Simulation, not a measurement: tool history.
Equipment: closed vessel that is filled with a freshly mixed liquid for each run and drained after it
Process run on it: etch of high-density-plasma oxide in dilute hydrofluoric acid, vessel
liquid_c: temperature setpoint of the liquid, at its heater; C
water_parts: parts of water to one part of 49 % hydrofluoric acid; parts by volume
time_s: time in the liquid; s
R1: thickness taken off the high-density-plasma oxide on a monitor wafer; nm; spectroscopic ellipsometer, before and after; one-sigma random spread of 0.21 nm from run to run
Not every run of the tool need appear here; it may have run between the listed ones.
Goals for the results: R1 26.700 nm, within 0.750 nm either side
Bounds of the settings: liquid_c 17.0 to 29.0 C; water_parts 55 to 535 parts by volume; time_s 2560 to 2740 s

{"run": 1, "hour": 0.0, "liquid_c": 21.0, "water_parts": 295, "time_s": 2560, "R1": 45.651}
{"run": 2, "hour": 4.0, "liquid_c": 21.0, "water_parts": 235, "time_s": 2560, "R1": 60.613}
{"run": 3, "hour": 7.0, "liquid_c": 24.0, "water_parts": 235, "time_s": 2560, "R1": 67.226}
{"run": 4, "hour": 14.3, "liquid_c": 24.0, "water_parts": 140, "time_s": 2560, "R1": 124.04}
{"run": 5, "hour": 21.8, "liquid_c": 22.0, "water_parts": 205, "time_s": 2560, "R1": 73.349}
{"run": 6, "hour": 25.9, "liquid_c": 20.0, "water_parts": 205, "time_s": 2560, "R1": 68.377}
{"run": 7, "hour": 35.0, "liquid_c": 19.0, "water_parts": 250, "time_s": 2560, "R1": 52.284}
{"run": 8, "hour": 44.6, "liquid_c": 18.5, "water_parts": 285, "time_s": 2560, "R1": 42.957}
{"run": 9, "hour": 48.2, "liquid_c": 18.0, "water_parts": 310, "time_s": 2560, "R1": 37.782}

4 next moves are on the table. One of them brings every result within its allowed miss. Which?
{"run": "A", "hour": 51.8, "liquid_c": 18.5, "water_parts": 395, "time_s": 2635, "R1": "?"}
{"run": "B", "hour": 51.8, "liquid_c": 18.5, "water_parts": 440, "time_s": 2560, "R1": "?"}
{"run": "C", "hour": 51.8, "liquid_c": 17.0, "water_parts": 395, "time_s": 2560, "R1": "?"}
{"run": "D", "hour": 51.8, "liquid_c": 18.0, "water_parts": 390, "time_s": 2560, "R1": "?"}

move=A R1=29.090
move=B R1=24.484
move=C R1=26.783
move=D R1=28.232
A: nearer than the last run, and not there yet
B: carries the result that was furthest off beyond its target, to the other side
C: meets every target
D: nearer than the last run, and not there yet
The right move is C.

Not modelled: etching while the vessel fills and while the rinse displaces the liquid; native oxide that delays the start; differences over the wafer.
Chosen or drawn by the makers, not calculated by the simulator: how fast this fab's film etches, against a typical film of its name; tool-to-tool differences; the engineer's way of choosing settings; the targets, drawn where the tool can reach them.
